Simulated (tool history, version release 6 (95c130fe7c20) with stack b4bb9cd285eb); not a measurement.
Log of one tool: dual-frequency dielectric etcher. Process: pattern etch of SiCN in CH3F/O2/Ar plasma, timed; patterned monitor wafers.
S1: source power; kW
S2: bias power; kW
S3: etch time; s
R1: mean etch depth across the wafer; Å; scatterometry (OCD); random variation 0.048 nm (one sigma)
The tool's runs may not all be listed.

run,day,S1,S2,S3,R1
1,0,0.47,0.105,41.5,166.34
2,0.233,0.43,0.104,41.5,162.46
3,0.471,0.4,0.1,41.5,157.58
4,0.838,0.45,0.1,41.5,161.93
5,0.9,0.42,0.097,41.5,156.46
6,1.071,0.38,0.097,41.5,153.43
7,1.129,0.36,0.095,41.5,150.11
8,1.379,0.36,0.095,41.5,149.56
9,1.458,0.34,0.095,41.5,148.56

The next listed run, before its measurement:
10,1.754,0.33,0.094,41.5,?

Run 10 gave R1 147.17 Å.

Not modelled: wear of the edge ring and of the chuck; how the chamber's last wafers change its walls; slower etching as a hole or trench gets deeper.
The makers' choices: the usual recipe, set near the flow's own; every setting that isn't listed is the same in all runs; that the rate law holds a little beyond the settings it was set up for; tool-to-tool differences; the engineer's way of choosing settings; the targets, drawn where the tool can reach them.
